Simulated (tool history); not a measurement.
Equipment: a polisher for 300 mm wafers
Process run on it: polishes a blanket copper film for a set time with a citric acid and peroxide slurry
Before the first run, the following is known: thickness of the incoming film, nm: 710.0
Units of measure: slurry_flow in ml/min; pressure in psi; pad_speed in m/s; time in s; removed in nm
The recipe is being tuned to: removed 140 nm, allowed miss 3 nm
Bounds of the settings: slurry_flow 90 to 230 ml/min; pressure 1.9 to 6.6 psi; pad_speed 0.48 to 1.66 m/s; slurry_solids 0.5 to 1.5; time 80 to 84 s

{"run": 1, "day": 0.0, "slurry_flow": 150, "pressure": 4.2, "pad_speed": 1.06, "slurry_solids": 1, "time": 80, "removed": 197.82}
{"run": 2, "day": 0.158, "slurry_flow": 140, "pressure": 3.8, "pad_speed": 1.06, "slurry_solids": 1, "time": 80, "removed": 177.03}
{"run": 3, "day": 0.279, "slurry_flow": 140, "pressure": 3.8, "pad_speed": 1.06, "slurry_solids": 0.85, "time": 80, "removed": 168.1}
{"run": 4, "day": 0.646, "slurry_flow": 120, "pressure": 3.8, "pad_speed": 1.06, "slurry_solids": 0.85, "time": 80, "removed": 162.06}
{"run": 5, "day": 0.712, "slurry_flow": 120, "pressure": 3.8, "pad_speed": 1.06, "slurry_solids": 0.95, "time": 80, "removed": 168.91}
{"run": 6, "day": 0.946, "slurry_flow": 115, "pressure": 3.6, "pad_speed": 1.06, "slurry_solids": 0.95, "time": 80, "removed": 157.84}
{"run": 7, "day": 1.05, "slurry_flow": 110, "pressure": 3.5, "pad_speed": 1.06, "slurry_solids": 0.95, "time": 80, "removed": 151.72}
{"run": 8, "day": 1.142, "slurry_flow": 105, "pressure": 3.4, "pad_speed": 1.06, "slurry_solids": 0.95, "time": 80, "removed": 146.61}
{"run": 9, "day": 1.258, "slurry_flow": 95, "pressure": 3.2, "pad_speed": 1.06, "slurry_solids": 0.95, "time": 80, "removed": 132.77}
{"day": 1.3, "done": "worn pad replaced by a new one"}
{"run": 10, "day": 1.3, "slurry_flow": 100, "pressure": 3.2, "pad_speed": 1.06, "slurry_solids": 0.95, "time": 80, "removed": 151.24}

Which of these 5 next moves meets every target?
{"run": "A", "day": 1.342, "slurry_flow": 95, "pressure": 2.3, "pad_speed": 1.22, "slurry_solids": 1.2, "time": 81, "removed": "?"}
{"run": "B", "day": 1.342, "slurry_flow": 100, "pressure": 3.2, "pad_speed": 0.98, "slurry_solids": 0.8, "time": 80, "removed": "?"}
{"run": "C", "day": 1.342, "slurry_flow": 110, "pressure": 2.9, "pad_speed": 1.06, "slurry_solids": 0.95, "time": 80, "removed": "?"}
{"run": "D", "day": 1.342, "slurry_flow": 95, "pressure": 2.9, "pad_speed": 1.18, "slurry_solids": 0.95, "time": 81, "removed": "?"}
{"run": "E", "day": 1.342, "slurry_flow": 100, "pressure": 2.6, "pad_speed": 1.36, "slurry_solids": 1.05, "time": 84, "removed": "?"}

move=A removed=132.39
move=B removed=133.88
move=C removed=140.67
move=D removed=151.27
move=E removed=168.68
A: the result that was furthest off in the last run now lies on the other side of its target
B: the result that was furthest off in the last run now lies on the other side of its target
C: all results land within tolerance of their targets
D: neither nearer nor further off than the last run
E: lands further from the targets than the last run did
The right move is C.
